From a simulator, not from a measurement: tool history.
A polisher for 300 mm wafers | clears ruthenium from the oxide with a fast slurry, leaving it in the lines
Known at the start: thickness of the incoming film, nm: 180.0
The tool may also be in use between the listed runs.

run	day	flow of slurry (ml/min)	pressure of the wafer on the pad (psi)	speed of the pad under the wafer (cm/s)	abrasive content of the slurry	overpolish time after the end point (s)	time until the end point was called (s)	dishing of a wide line in a test structure (nm)
1	0	305	3.2	102	1	28	31.777	46.046
2	0.025	335	3.2	102	1	28	31.84	43.784
3	0.054	335	3.2	102	1.1	28	30.315	47.424
4	0.408	335	3.2	102	1.1	36	29.919	48.917
5	0.558	380	3.4	102	0.9	27	31.259	46.521
6	0.758	380	3.4	102	0.7	27	36.198	43.692
7	0.812	390	4.2	102	0.5	13	39.566	31.741
8	1.125	325	4.5	104	0.5	11	37.355	29.11
9	1.496	300	4.7	106	0.5	10	35.195	28.015
# day 1.783: head pressure recalibrated
10	1.783	285	4.8	106	0.5	9	37.382	25.719
11	1.962	290	4.9	108	0.5	9	35.543	25.399
12	2.321	290	4.9	108	0.5	9	35.848	26.43

The next listed run, before its measurement:
13	2.621	285	4.9	110	0.5	9	?	?

{"run 13": {"time until the end point was called (s)": 35.248, "dishing of a wide line in a test structure (nm)": 27.041}}
